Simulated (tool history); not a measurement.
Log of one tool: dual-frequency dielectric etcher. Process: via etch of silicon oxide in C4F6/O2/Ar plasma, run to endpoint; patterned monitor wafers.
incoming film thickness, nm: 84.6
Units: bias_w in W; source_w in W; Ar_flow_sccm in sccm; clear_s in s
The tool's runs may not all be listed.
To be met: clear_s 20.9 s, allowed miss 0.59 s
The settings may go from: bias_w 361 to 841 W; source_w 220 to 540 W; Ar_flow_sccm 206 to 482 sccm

{"run": 1, "hour": 0.0, "bias_w": 601, "source_w": 380, "Ar_flow_sccm": 344, "clear_s": 18.399}
{"run": 2, "hour": 7.5, "bias_w": 575, "source_w": 370, "Ar_flow_sccm": 345, "clear_s": 18.866}
{"run": 3, "hour": 10.5, "bias_w": 681, "source_w": 370, "Ar_flow_sccm": 345, "clear_s": 17.974}
{"run": 4, "hour": 12.8, "bias_w": 650, "source_w": 360, "Ar_flow_sccm": 348, "clear_s": 18.578}
{"run": 5, "hour": 18.0, "bias_w": 650, "source_w": 360, "Ar_flow_sccm": 291, "clear_s": 18.084}
{"run": 6, "hour": 25.7, "bias_w": 650, "source_w": 360, "Ar_flow_sccm": 329, "clear_s": 18.402}
{"run": 7, "hour": 27.1, "bias_w": 625, "source_w": 350, "Ar_flow_sccm": 331, "clear_s": 18.612}
{"run": 8, "hour": 31.5, "bias_w": 601, "source_w": 340, "Ar_flow_sccm": 335, "clear_s": 19.251}
{"run": 9, "hour": 37.4, "bias_w": 584, "source_w": 330, "Ar_flow_sccm": 336, "clear_s": 19.608}
{"run": 10, "hour": 38.5, "bias_w": 571, "source_w": 330, "Ar_flow_sccm": 337, "clear_s": 19.576}
{"run": 11, "hour": 43.0, "bias_w": 481, "source_w": 300, "Ar_flow_sccm": 343, "clear_s": 21.557}

5 next moves are on the table. One of them brings every result within its allowed miss. Which?
{"run": "A", "hour": 47.5, "bias_w": 626, "source_w": 240, "Ar_flow_sccm": 356, "clear_s": "?"}
{"run": "B", "hour": 47.5, "bias_w": 442, "source_w": 280, "Ar_flow_sccm": 402, "clear_s": "?"}
{"run": "C", "hour": 47.5, "bias_w": 465, "source_w": 310, "Ar_flow_sccm": 281, "clear_s": "?"}
{"run": "D", "hour": 47.5, "bias_w": 478, "source_w": 290, "Ar_flow_sccm": 356, "clear_s": "?"}
{"run": "E", "hour": 47.5, "bias_w": 463, "source_w": 280, "Ar_flow_sccm": 367, "clear_s": "?"}

move=A clear_s=22.505
move=B clear_s=23.122
move=C clear_s=20.979
move=D clear_s=22.055
move=E clear_s=22.65
A: further off than the last run
B: further off than the last run
C: meets every target
D: further off than the last run
E: further off than the last run
Move C is the one to make.

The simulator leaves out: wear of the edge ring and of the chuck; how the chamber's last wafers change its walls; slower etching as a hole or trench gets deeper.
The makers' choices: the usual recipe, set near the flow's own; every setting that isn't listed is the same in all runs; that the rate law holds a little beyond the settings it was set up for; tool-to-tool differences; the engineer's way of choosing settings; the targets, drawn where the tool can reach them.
